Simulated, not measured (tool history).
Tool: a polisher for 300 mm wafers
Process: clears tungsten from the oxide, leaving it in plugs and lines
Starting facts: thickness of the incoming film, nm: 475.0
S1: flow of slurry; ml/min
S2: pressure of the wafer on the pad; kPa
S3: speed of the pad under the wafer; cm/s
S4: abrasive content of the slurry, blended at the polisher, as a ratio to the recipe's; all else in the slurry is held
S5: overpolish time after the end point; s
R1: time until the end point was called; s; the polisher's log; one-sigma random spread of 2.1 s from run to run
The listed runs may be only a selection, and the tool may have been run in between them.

Run 1, hour 0.0: S1 195 ml/min, S2 21.4 kPa, S3 134 cm/s, S4 1.0, S5 34 s. Result: R1 80.564 s.
Run 2, hour 2.2: S1 195 ml/min, S2 21.4 kPa, S3 134 cm/s, S4 1.0, S5 34 s. Result: R1 81.001 s.
Run 3, hour 10.4: S1 195 ml/min, S2 20.0 kPa, S3 132 cm/s, S4 1.0, S5 34 s. Result: R1 88.932 s.
Run 4, hour 13.9: S1 195 ml/min, S2 19.3 kPa, S3 132 cm/s, S4 1.0, S5 34 s. Result: R1 92.475 s.
Run 5, hour 16.8: S1 220 ml/min, S2 19.3 kPa, S3 132 cm/s, S4 1.0, S5 34 s. Result: R1 90.194 s.
Run 6, hour 24.8: S1 220 ml/min, S2 19.3 kPa, S3 164 cm/s, S4 1.0, S5 34 s. Result: R1 72.246 s.
Run 7, hour 30.1: S1 220 ml/min, S2 17.9 kPa, S3 162 cm/s, S4 1.0, S5 34 s. Result: R1 78.316 s.
Run 8, hour 33.1: S1 220 ml/min, S2 16.5 kPa, S3 160 cm/s, S4 1.0, S5 34 s. Result: R1 89.029 s.

Run 9 is up next; what results do you expect?
Run 9, hour 33.9: S1 220 ml/min, S2 15.9 kPa, S3 160 cm/s, S4 1.0, S5 34 s. Result: R1 ?.

Run 9 produced R1 91.996 s.
